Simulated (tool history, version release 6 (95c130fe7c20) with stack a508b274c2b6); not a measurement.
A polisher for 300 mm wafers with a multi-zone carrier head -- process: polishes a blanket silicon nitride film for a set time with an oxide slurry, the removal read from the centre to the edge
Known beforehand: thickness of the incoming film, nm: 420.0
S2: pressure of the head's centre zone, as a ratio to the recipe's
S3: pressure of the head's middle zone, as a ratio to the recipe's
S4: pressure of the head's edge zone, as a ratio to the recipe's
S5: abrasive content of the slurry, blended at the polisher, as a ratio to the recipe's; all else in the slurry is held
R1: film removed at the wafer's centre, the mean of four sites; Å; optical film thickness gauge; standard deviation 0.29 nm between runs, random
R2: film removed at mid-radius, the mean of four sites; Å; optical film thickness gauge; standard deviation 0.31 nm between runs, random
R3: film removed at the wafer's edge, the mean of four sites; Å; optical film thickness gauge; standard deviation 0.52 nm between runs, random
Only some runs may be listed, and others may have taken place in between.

Run 1, hour 0: flow of slurry (ml/min) 120, S2 1, S3 1, S4 1, S5 1, polishing time (s) 49. Result: R1 306.39 Å, R2 302.24 Å, R3 304.68 Å.
Run 2, hour 7.4: flow of slurry (ml/min) 125, S2 0.99, S3 0.99, S4 1.05, S5 1.15, polishing time (s) 50. Result: R1 329.48 Å, R2 326.23 Å, R3 348.41 Å.
Run 3, hour 8.9: flow of slurry (ml/min) 125, S2 0.99, S3 0.99, S4 1.05, S5 1.15, polishing time (s) 43. Result: R1 287.95 Å, R2 278.97 Å, R3 292.77 Å.
Run 4, hour 16.1: flow of slurry (ml/min) 125, S2 1, S3 0.99, S4 1.08, S5 1.25, polishing time (s) 46. Result: R1 315.81 Å, R2 309.09 Å, R3 329.52 Å.
Run 5, hour 17.8: flow of slurry (ml/min) 130, S2 1, S3 0.98, S4 1.1, S5 1.3, polishing time (s) 48. Result: R1 339.14 Å, R2 329.88 Å, R3 357.18 Å.
Run 6, hour 19.5: flow of slurry (ml/min) 135, S2 1, S3 0.97, S4 1.12, S5 1.35, polishing time (s) 50. Result: R1 362.29 Å, R2 348.14 Å, R3 389.97 Å.
Run 7, hour 25.7: flow of slurry (ml/min) 145, S2 1, S3 0.97, S4 1.14, S5 1.4, polishing time (s) 51. Result: R1 380.84 Å, R2 364.64 Å, R3 403.88 Å.

Run 8 comes next. What will it give?
Run 8, hour 34.6: flow of slurry (ml/min) 140, S2 1, S3 0.97, S4 1.15, S5 1.45, polishing time (s) 52. Result: R1 ?, R2 ?, R3 ?.

Run 8 came out at R1 385.1 Å, R2 375.84 Å, R3 411.6 Å.
